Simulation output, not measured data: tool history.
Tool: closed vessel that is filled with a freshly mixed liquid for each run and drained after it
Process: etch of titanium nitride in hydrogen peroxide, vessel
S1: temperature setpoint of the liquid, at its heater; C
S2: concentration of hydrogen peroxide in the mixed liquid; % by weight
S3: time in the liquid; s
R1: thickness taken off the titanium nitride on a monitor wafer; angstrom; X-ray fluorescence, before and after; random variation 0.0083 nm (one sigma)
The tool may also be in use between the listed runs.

Run 1, day 0.000: S1 45.0 C, S2 24.0 % by weight, S3 110 s. Result: R1 34.036 angstrom.
Run 2, day 0.225: S1 42.0 C, S2 23.0 % by weight, S3 105 s. Result: R1 25.484 angstrom.
Run 3, day 0.312: S1 40.0 C, S2 23.0 % by weight, S3 105 s. Result: R1 22.038 angstrom.
Run 4, day 0.554: S1 46.0 C, S2 23.0 % by weight, S3 105 s. Result: R1 34.198 angstrom.
Run 5, day 0.912: S1 51.0 C, S2 23.0 % by weight, S3 105 s. Result: R1 49.770 angstrom.
Run 6, day 1.225: S1 51.0 C, S2 23.0 % by weight, S3 110 s. Result: R1 51.523 angstrom.
Run 7, day 1.467: S1 51.0 C, S2 23.0 % by weight, S3 110 s. Result: R1 52.133 angstrom.
Run 8, day 1.696: S1 46.5 C, S2 23.0 % by weight, S3 110 s. Result: R1 37.823 angstrom.

Forecast run 9:
Run 9, day 1.758: S1 43.0 C, S2 22.5 % by weight, S3 105 s. Result: R1 ?.

R1: 27.369 angstrom
